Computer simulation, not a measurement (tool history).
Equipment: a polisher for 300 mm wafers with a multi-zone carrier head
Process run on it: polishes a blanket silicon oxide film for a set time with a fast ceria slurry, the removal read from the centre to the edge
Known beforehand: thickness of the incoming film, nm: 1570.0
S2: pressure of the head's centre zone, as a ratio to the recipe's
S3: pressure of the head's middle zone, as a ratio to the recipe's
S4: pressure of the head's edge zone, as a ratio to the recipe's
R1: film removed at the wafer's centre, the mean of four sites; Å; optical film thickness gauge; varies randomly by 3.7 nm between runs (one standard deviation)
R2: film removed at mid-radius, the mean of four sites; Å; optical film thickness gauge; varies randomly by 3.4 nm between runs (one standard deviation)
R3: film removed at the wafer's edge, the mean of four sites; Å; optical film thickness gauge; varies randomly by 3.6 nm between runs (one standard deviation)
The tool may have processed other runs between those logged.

Run 1, hour 0.0: flow of slurry (ml/min) 300, S2 1.00, S3 1.00, S4 1.00, polishing time (s) 41. Result: R1 4440.4 Å, R2 4513.2 Å, R3 4393.3 Å.
Run 2, hour 8.1: flow of slurry (ml/min) 335, S2 1.00, S3 1.00, S4 1.00, polishing time (s) 41. Result: R1 4509.6 Å, R2 4545.8 Å, R3 4545.2 Å.
Run 3, hour 15.5: flow of slurry (ml/min) 335, S2 1.00, S3 1.00, S4 1.00, polishing time (s) 35. Result: R1 3922.1 Å, R2 3868.6 Å, R3 3804.0 Å.
Run 4, hour 22.2: flow of slurry (ml/min) 335, S2 1.00, S3 1.00, S4 0.93, polishing time (s) 35. Result: R1 3842.5 Å, R2 3872.8 Å, R3 3799.7 Å.
Run 5, hour 24.6: flow of slurry (ml/min) 315, S2 0.95, S3 1.02, S4 0.91, polishing time (s) 32. Result: R1 3361.1 Å, R2 3574.4 Å, R3 3330.6 Å.
Run 6, hour 26.4: flow of slurry (ml/min) 315, S2 0.95, S3 0.94, S4 0.91, polishing time (s) 32. Result: R1 3465.6 Å, R2 3338.3 Å, R3 3319.7 Å.
Run 7, hour 34.0: flow of slurry (ml/min) 335, S2 0.91, S3 0.98, S4 0.94, polishing time (s) 30. Result: R1 2974.8 Å, R2 3247.7 Å, R3 3118.1 Å.
Run 8, hour 41.0: flow of slurry (ml/min) 335, S2 0.88, S3 0.99, S4 0.94, polishing time (s) 30. Result: R1 2961.5 Å, R2 3292.5 Å, R3 3207.0 Å.

Run 9 is up next; what results do you expect?
Run 9, hour 45.4: flow of slurry (ml/min) 305, S2 0.81, S3 1.09, S4 0.89, polishing time (s) 24. Result: R1 ?, R2 ?, R3 ?.

{"run 9": {"R1": 2180.5, "R2": 2872.1, "R3": 2491.1}}

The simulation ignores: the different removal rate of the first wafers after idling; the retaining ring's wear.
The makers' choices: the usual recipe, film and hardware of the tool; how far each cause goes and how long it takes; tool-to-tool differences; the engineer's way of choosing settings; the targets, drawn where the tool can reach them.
